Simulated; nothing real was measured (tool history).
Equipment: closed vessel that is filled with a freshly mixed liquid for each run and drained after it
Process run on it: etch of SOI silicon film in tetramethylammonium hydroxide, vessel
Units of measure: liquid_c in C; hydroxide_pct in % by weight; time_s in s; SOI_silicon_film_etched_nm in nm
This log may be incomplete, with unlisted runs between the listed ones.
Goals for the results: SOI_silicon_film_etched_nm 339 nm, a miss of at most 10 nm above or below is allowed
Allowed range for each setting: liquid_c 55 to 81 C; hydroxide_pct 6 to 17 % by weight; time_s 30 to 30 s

run	hour	liquid_c	hydroxide_pct	time_s	SOI_silicon_film_etched_nm
1	0	68	11.5	30	178.1
2	8.7	70	11.5	30	200.22
3	11.6	72	11.5	30	225.64
4	15.6	73.5	11.5	30	244.61
5	19.4	76.5	11.5	30	291.17
6	26.6	76.5	11.5	30	290.62
7	28.3	77	11.5	30	301.1
8	29.5	77.5	11.5	30	308.37
9	33.6	78	11.5	30	315.9
10	36.7	78.5	11.5	30	325.22

Which of these 5 next moves meets every target?
A	39.8	76.5	9	30	?
B	39.8	78.5	12	30	?
C	39.8	79	11.5	30	?
D	39.8	78.5	12.5	30	?
E	39.8	79	9	30	?

move	SOI_silicon_film_etched_nm
A	319.5
B	321.32
C	336
D	315.88
E	367.64
A: the biggest miss grows against the last run
B: the biggest miss grows against the last run
C: in spec on every target
D: the biggest miss grows against the last run
E: moves the result that the last run missed by most past its target, out the other side
C meets every target.
